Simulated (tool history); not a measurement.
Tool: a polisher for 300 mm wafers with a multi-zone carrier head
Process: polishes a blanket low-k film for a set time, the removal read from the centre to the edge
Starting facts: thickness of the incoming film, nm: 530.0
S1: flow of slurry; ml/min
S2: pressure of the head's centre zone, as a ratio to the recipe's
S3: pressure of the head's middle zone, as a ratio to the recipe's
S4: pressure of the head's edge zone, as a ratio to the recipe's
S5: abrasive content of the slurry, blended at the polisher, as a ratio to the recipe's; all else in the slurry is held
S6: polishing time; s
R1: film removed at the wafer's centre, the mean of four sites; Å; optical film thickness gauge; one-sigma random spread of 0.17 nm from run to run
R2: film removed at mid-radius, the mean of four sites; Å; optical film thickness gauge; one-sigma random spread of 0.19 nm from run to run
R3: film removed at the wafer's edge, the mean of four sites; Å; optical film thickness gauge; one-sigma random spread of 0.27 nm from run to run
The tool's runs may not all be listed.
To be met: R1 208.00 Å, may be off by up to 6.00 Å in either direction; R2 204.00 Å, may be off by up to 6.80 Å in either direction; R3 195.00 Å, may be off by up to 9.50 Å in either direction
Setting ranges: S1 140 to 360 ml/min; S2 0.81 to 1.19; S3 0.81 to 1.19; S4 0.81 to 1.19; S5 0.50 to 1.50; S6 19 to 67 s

run 1 hour=0.0 | S1=230 S2=1.00 S3=1.00 S4=1.00 S5=1.00 S6=43 | R1=173.85 R2=168.56 R3=173.55
run 2 hour=8.6 | S1=240 S2=1.02 S3=1.03 S4=1.02 S5=1.05 S6=43 | R1=180.40 R2=173.19 R3=180.69
run 3 hour=16.6 | S1=240 S2=1.02 S3=1.03 S4=1.02 S5=1.05 S6=53 | R1=219.48 R2=216.15 R3=221.50
run 4 hour=24.6 | S1=235 S2=1.02 S3=1.03 S4=1.00 S5=1.00 S6=53 | R1=215.23 R2=211.36 R3=217.64
run 5 hour=30.8 | S1=235 S2=1.02 S3=1.03 S4=1.08 S5=1.00 S6=53 | R1=212.48 R2=211.67 R3=221.09
run 6 hour=32.2 | S1=235 S2=1.02 S3=0.95 S4=1.08 S5=1.00 S6=53 | R1=219.45 R2=199.15 R3=229.41
run 7 hour=37.2 | S1=230 S2=1.03 S3=0.97 S4=1.05 S5=1.00 S6=53 | R1=220.21 R2=205.12 R3=222.64
run 8 hour=40.0 | S1=225 S2=1.03 S3=0.98 S4=1.03 S5=0.95 S6=53 | R1=213.77 R2=204.01 R3=213.65
run 9 hour=47.4 | S1=220 S2=1.04 S3=0.98 S4=1.02 S5=0.95 S6=53 | R1=213.69 R2=196.87 R3=218.94
run 10 hour=53.1 | S1=240 S2=1.03 S3=0.99 S4=1.00 S5=0.95 S6=53 | R1=215.74 R2=205.24 R3=211.35
run 11 hour=58.0 | S1=245 S2=1.03 S3=0.99 S4=0.99 S5=0.95 S6=53 | R1=218.21 R2=203.66 R3=212.08

Below are 4 possible settings for the next run. Only one of them brings all results inside the allowed miss of their targets. Which is it?
run A hour=62.9 | S1=155 S2=1.07 S3=1.06 S4=0.90 S5=0.95 S6=54 | R1=? R2=? R3=?
run B hour=62.9 | S1=300 S2=1.07 S3=0.95 S4=0.99 S5=0.95 S6=48 | R1=? R2=? R3=?
run C hour=62.9 | S1=335 S2=0.96 S3=1.08 S4=0.84 S5=0.90 S6=52 | R1=? R2=? R3=?
run D hour=62.9 | S1=295 S2=1.08 S3=1.05 S4=0.90 S5=0.80 S6=53 | R1=? R2=? R3=?

move=A R1=209.90 R2=202.70 R3=194.00
move=B R1=207.08 R2=185.74 R3=193.57
move=C R1=207.77 R2=215.98 R3=192.80
move=D R1=219.30 R2=207.04 R3=194.60
A: all results land within tolerance of their targets
B: corrects the largest miss of the last run, while another result sits out of spec
C: corrects the largest miss of the last run, while another result sits out of spec
D: corrects the largest miss of the last run, while another result sits out of spec
So the answer is move A, the one that meets all the targets.

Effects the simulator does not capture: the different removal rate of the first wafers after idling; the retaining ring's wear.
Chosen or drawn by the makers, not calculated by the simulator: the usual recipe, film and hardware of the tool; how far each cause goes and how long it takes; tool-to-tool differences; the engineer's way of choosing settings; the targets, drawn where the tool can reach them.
